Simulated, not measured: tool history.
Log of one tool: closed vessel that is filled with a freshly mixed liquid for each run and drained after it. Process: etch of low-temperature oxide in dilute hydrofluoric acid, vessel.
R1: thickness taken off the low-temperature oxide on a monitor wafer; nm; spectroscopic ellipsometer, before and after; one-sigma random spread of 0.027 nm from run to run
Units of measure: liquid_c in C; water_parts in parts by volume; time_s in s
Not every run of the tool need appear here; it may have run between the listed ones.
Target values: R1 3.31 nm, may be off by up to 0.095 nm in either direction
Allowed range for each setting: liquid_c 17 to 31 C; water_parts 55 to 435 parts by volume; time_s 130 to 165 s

{"run": 1, "hour": 0.0, "liquid_c": 23, "water_parts": 245, "time_s": 165, "R1": 6.7718}
{"run": 2, "hour": 3.9, "liquid_c": 23, "water_parts": 245, "time_s": 130, "R1": 5.3838}
{"run": 3, "hour": 9.3, "liquid_c": 21, "water_parts": 265, "time_s": 130, "R1": 4.5585}
{"run": 4, "hour": 15.4, "liquid_c": 21, "water_parts": 265, "time_s": 130, "R1": 4.5265}
{"run": 5, "hour": 18.1, "liquid_c": 20, "water_parts": 270, "time_s": 130, "R1": 4.2947}
{"run": 6, "hour": 24.6, "liquid_c": 20, "water_parts": 270, "time_s": 130, "R1": 4.2513}
{"run": 7, "hour": 31.4, "liquid_c": 19, "water_parts": 275, "time_s": 130, "R1": 3.9315}
{"run": 8, "hour": 32.6, "liquid_c": 18.5, "water_parts": 280, "time_s": 130, "R1": 3.8765}
{"run": 9, "hour": 41.3, "liquid_c": 18, "water_parts": 285, "time_s": 130, "R1": 3.7031}
{"run": 10, "hour": 50.0, "liquid_c": 17.5, "water_parts": 290, "time_s": 130, "R1": 3.5604}
{"run": 11, "hour": 56.8, "liquid_c": 17.5, "water_parts": 295, "time_s": 130, "R1": 3.4916}

Which of these 4 next moves meets every target?
{"run": "A", "hour": 63.6, "liquid_c": 19, "water_parts": 300, "time_s": 130, "R1": "?"}
{"run": "B", "hour": 63.6, "liquid_c": 17, "water_parts": 345, "time_s": 145, "R1": "?"}
{"run": "C", "hour": 63.6, "liquid_c": 17, "water_parts": 305, "time_s": 130, "R1": "?"}
{"run": "D", "hour": 63.6, "liquid_c": 22, "water_parts": 360, "time_s": 150, "R1": "?"}

move=A R1=3.5918
move=B R1=3.1153
move=C R1=3.2645
move=D R1=3.6464
A: further off than the last run
B: takes the result that was furthest off past its target
C: every result within its allowed miss
D: further off than the last run
Move C is the one to make.
